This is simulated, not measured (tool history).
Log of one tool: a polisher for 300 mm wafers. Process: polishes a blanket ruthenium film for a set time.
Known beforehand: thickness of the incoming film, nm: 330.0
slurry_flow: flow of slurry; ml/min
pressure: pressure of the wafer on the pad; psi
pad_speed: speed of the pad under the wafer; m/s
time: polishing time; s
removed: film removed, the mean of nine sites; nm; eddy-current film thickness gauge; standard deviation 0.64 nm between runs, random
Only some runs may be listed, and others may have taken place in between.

{"run": 1, "hour": 0.0, "slurry_flow": 270, "pressure": 2.6, "pad_speed": 0.88, "time": 41, "removed": 56.6}
{"run": 2, "hour": 8.1, "slurry_flow": 270, "pressure": 2.6, "pad_speed": 0.88, "time": 43, "removed": 57.471}
{"run": 3, "hour": 11.5, "slurry_flow": 270, "pressure": 2.4, "pad_speed": 0.88, "time": 43, "removed": 54.956}
{"run": 4, "hour": 18.8, "slurry_flow": 270, "pressure": 2.2, "pad_speed": 0.88, "time": 43, "removed": 53.721}
{"run": 5, "hour": 25.3, "slurry_flow": 270, "pressure": 2.2, "pad_speed": 0.88, "time": 43, "removed": 54.649}
{"run": 6, "hour": 31.6, "slurry_flow": 270, "pressure": 2.2, "pad_speed": 0.88, "time": 43, "removed": 52.003}
{"run": 7, "hour": 33.1, "slurry_flow": 270, "pressure": 2.1, "pad_speed": 0.88, "time": 43, "removed": 51.257}
{"run": 8, "hour": 35.3, "slurry_flow": 270, "pressure": 2.0, "pad_speed": 0.88, "time": 43, "removed": 50.352}

Run 9 comes next. What will it give?
{"run": 9, "hour": 41.2, "slurry_flow": 270, "pressure": 1.9, "pad_speed": 0.88, "time": 43, "removed": "?"}

Run 9 measured removed 50.267 nm.
